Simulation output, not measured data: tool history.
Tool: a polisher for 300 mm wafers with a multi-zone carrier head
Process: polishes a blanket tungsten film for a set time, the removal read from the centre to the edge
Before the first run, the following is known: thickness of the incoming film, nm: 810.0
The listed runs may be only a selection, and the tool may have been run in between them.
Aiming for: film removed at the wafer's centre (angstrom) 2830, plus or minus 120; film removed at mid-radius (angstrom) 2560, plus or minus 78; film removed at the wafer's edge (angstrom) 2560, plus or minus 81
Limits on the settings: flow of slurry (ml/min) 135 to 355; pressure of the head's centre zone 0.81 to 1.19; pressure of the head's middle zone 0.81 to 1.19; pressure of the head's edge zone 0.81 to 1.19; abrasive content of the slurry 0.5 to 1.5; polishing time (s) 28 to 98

| run | day | flow of slurry (ml/min) | pressure of the head's centre zone | pressure of the head's middle zone | pressure of the head's edge zone | abrasive content of the slurry | polishing time (s) | film removed at the wafer's centre (angstrom) | film removed at mid-radius (angstrom) | film removed at the wafer's edge (angstrom) |
|---|---|---|---|---|---|---|---|---|---|---|
| 1 | 0 | 225 | 1 | 1 | 1 | 1 | 63 | 2955.7 | 2876.4 | 2905.2 |
| 2 | 0.229 | 225 | 1 | 1 | 1 | 0.9 | 63 | 2845.5 | 2837.4 | 2845 |
| 3 | 0.404 | 220 | 1.01 | 0.99 | 0.98 | 0.9 | 63 | 2886.4 | 2804.8 | 2820.7 |
| 4 | 0.55 | 215 | 1.02 | 0.98 | 0.96 | 0.9 | 63 | 2917.5 | 2765.4 | 2770.6 |
| 5 | 0.7 | 215 | 0.98 | 0.98 | 0.96 | 0.9 | 63 | 2846.2 | 2713.8 | 2777.1 |
| 6 | 0.938 | 210 | 0.98 | 0.98 | 0.94 | 0.9 | 63 | 2789.1 | 2727 | 2789 |
| 7 | 1.175 | 210 | 0.99 | 0.98 | 0.93 | 0.85 | 63 | 2706.6 | 2775 | 2678.9 |
| 8 | 1.529 | 210 | 0.99 | 0.98 | 0.93 | 0.85 | 63 | 2784.4 | 2761.9 | 2644.5 |
| 9 | 1.808 | 205 | 1 | 0.97 | 0.92 | 0.85 | 63 | 2755.6 | 2701.7 | 2637.5 |

Which of these 5 next moves meets every target?
| A | 2.088 | 155 | 0.99 | 0.98 | 0.9 | 0.65 | 70 | ? | ? | ? |
| B | 2.088 | 190 | 1.05 | 0.85 | 1.03 | 0.85 | 62 | ? | ? | ? |
| C | 2.088 | 305 | 1.07 | 0.96 | 0.95 | 0.75 | 60 | ? | ? | ? |
| D | 2.088 | 170 | 1.02 | 0.92 | 0.96 | 1.05 | 57 | ? | ? | ? |
| E | 2.088 | 180 | 1 | 0.81 | 0.98 | 0.95 | 63 | ? | ? | ? |

| move | film removed at the wafer's centre (angstrom) | film removed at mid-radius (angstrom) | film removed at the wafer's edge (angstrom) |
|---|---|---|---|
| A | 2776 | 2724.9 | 2717 |
| B | 2866.5 | 2363.4 | 2811.4 |
| C | 2903.4 | 2586.5 | 2636.1 |
| D | 2662.6 | 2409.7 | 2603.2 |
| E | 2842.4 | 2357.6 | 2854.1 |
A: its largest miss is bigger than the last run's
B: takes the result that was furthest off past its target
C: in spec on every target
D: takes the result that was furthest off past its target
E: takes the result that was furthest off past its target
So the answer is move C, the one that meets all the targets.

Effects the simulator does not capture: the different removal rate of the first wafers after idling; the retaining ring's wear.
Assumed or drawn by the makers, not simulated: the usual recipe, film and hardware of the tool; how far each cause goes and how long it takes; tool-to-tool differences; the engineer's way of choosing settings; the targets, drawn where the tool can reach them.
